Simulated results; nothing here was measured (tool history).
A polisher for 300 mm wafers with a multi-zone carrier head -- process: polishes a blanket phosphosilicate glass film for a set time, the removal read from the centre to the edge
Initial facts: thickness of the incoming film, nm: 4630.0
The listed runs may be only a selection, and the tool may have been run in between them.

run,day,flow of slurry (ml/min),pressure of the head's centre zone,pressure of the head's middle zone,pressure of the head's edge zone,abrasive content of the slurry,polishing time (s),film removed at the wafer's centre (nm),film removed at mid-radius (nm),film removed at the wafer's edge (nm)
1,0,155,1,1,1,1,44,318.94,319.71,329
2,0.329,155,1,1,1,1,50,371.27,364.5,373.62
3,0.375,155,1.01,0.99,1,1,50,359.02,365.36,369.43
4,0.738,155,1.01,0.99,1,0.85,50,339.55,336.43,345.66
5,1.1,155,0.95,0.99,1,0.85,50,326.87,340.14,349.29
6,1.429,160,0.97,0.98,1.01,0.85,50,334.61,332.75,346.76

Forecast run 7:
7,1.8,165,0.98,0.97,1.03,0.85,50,?,?,?

film removed at the wafer's centre (nm): 338.47
film removed at mid-radius (nm): 330.06
film removed at the wafer's edge (nm): 352.04
